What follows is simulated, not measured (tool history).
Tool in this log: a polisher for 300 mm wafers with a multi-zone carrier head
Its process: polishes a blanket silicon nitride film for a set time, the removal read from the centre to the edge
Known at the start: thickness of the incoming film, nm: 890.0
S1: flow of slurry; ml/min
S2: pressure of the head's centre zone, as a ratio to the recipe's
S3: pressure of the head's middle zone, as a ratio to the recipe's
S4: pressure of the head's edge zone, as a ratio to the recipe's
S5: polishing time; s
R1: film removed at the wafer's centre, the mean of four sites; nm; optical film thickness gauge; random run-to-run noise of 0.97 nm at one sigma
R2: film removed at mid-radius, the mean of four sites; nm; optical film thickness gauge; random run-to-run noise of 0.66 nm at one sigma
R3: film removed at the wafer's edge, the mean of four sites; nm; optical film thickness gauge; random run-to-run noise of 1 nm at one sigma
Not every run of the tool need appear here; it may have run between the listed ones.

run  hour   S1    S2    S3    S4  S5      R1      R2      R3
  1     0  190     1     1     1  70  106.47  111.43  105.39
  2   3.8  190     1     1  1.08  70  106.65  110.14  109.61
  3  11.9  190     1     1  1.08  77  115.91  119.22  121.18
  4  17.4  185  1.01  0.97  1.08  73  109.66  111.11  113.36
  5  19.5  185  1.03  0.95  1.09  69  106.14  104.23   108.7
  6  22.7  165  1.03  0.95  1.09  69  105.15  100.79  107.09
  7  26.9  160  1.04  0.93  1.08  66  101.15    96.7  103.02

For run 8, what comes out?
  8  31.9  190  1.14  0.83  1.12  47   ?   ?   ?

Run 8 gave R1 81.231 nm, R2 64.399 nm, R3 74.136 nm.

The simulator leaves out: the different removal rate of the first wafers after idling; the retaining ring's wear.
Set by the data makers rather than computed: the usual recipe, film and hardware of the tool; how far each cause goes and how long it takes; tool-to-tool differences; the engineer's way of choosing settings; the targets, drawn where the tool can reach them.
